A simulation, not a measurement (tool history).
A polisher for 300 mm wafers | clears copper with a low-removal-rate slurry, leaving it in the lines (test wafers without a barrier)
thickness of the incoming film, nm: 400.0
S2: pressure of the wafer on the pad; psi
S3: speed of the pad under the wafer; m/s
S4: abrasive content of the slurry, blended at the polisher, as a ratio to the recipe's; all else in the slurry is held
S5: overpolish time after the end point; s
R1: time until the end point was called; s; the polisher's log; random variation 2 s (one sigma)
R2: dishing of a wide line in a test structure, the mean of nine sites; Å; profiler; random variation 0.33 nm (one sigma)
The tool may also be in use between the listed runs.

{"run": 1, "hour": 0.0, "flow of slurry (ml/min)": 260, "S2": 2.7, "S3": 0.94, "S4": 1.0, "S5": 10, "R1": 170.46, "R2": 180.02}
{"run": 2, "hour": 7.3, "flow of slurry (ml/min)": 260, "S2": 2.8, "S3": 0.94, "S4": 1.0, "S5": 9, "R1": 163.23, "R2": 167.28}
{"run": 3, "hour": 11.8, "flow of slurry (ml/min)": 260, "S2": 2.9, "S3": 0.94, "S4": 1.0, "S5": 8, "R1": 155.76, "R2": 153.58}
{"run": 4, "hour": 19.9, "flow of slurry (ml/min)": 260, "S2": 3.0, "S3": 0.94, "S4": 1.0, "S5": 7, "R1": 159.06, "R2": 137.83}
{"run": 5, "hour": 27.1, "flow of slurry (ml/min)": 260, "S2": 3.0, "S3": 0.94, "S4": 1.0, "S5": 9, "R1": 155.5, "R2": 180.89}
{"run": 6, "hour": 32.7, "flow of slurry (ml/min)": 260, "S2": 3.1, "S3": 0.96, "S4": 1.0, "S5": 8, "R1": 149.27, "R2": 166.76}

Run 7 comes next. What will it give?
{"run": 7, "hour": 41.7, "flow of slurry (ml/min)": 260, "S2": 3.2, "S3": 0.96, "S4": 1.0, "S5": 7, "R1": "?", "R2": "?"}

R1: 146.25 s
R2: 140.05 Å
